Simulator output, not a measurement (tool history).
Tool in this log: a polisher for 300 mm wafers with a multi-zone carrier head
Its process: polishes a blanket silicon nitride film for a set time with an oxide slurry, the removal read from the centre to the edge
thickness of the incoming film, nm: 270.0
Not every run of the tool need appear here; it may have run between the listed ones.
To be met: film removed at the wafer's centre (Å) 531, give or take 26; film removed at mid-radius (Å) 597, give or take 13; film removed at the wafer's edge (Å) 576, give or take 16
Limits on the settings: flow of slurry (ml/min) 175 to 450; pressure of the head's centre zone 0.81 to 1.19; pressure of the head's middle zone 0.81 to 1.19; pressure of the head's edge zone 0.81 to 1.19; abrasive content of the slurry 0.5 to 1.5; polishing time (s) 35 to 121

| run | hour | flow of slurry (ml/min) | pressure of the head's centre zone | pressure of the head's middle zone | pressure of the head's edge zone | abrasive content of the slurry | polishing time (s) | film removed at the wafer's centre (Å) | film removed at mid-radius (Å) | film removed at the wafer's edge (Å) |
|---|---|---|---|---|---|---|---|---|---|---|
| 1 | 0 | 290 | 1 | 1 | 1 | 1 | 78 | 548.2 | 535.09 | 535.89 |
| 2 | 2.9 | 305 | 0.98 | 1.02 | 1.02 | 1 | 78 | 527.08 | 540.76 | 545.86 |
| 3 | 7 | 305 | 0.98 | 1.02 | 1.02 | 1 | 69 | 483.63 | 483.49 | 482.13 |
| 4 | 14.9 | 310 | 0.98 | 1.06 | 1.06 | 1.05 | 69 | 481.26 | 505.35 | 499.94 |
| 5 | 21.7 | 310 | 0.98 | 1.06 | 1.02 | 1.05 | 69 | 483.34 | 508 | 493.14 |
| 6 | 28.3 | 310 | 0.98 | 1.06 | 1.02 | 0.95 | 69 | 461.11 | 490.38 | 472.99 |
| 7 | 35.3 | 320 | 0.99 | 1.09 | 1.05 | 1.05 | 69 | 481.7 | 523.27 | 502.12 |
| 8 | 37.2 | 330 | 1 | 1.11 | 1.08 | 1.1 | 69 | 505.29 | 542.82 | 523.42 |
| 9 | 44.1 | 340 | 1 | 1.13 | 1.1 | 1.1 | 69 | 509.66 | 545.38 | 517.6 |
| 10 | 48.5 | 335 | 0.99 | 1.14 | 1.11 | 1.15 | 69 | 506.67 | 559.94 | 528.62 |

Which one of the following 4 next-run settings gets every result inside its allowed miss? There is exactly one.
| A | 52.9 | 300 | 1.01 | 1.16 | 1.12 | 0.85 | 80 | ? | ? | ? |
| B | 52.9 | 255 | 1.11 | 1.17 | 0.99 | 0.9 | 70 | ? | ? | ? |
| C | 52.9 | 310 | 0.98 | 1.13 | 1.15 | 1.4 | 69 | ? | ? | ? |
| D | 52.9 | 250 | 0.81 | 1.02 | 1.19 | 1.5 | 71 | ? | ? | ? |

| move | film removed at the wafer's centre (Å) | film removed at mid-radius (Å) | film removed at the wafer's edge (Å) |
|---|---|---|---|
| A | 521.71 | 582.07 | 545.31 |
| B | 509 | 520.53 | 459.8 |
| C | 532.49 | 598.83 | 580.66 |
| D | 456.09 | 571.27 | 616.52 |
A: nearer than the last run, and not there yet
B: its largest miss is bigger than the last run's
C: all results land within tolerance of their targets
D: carries the result that was furthest off beyond its target, to the other side
C meets every target.
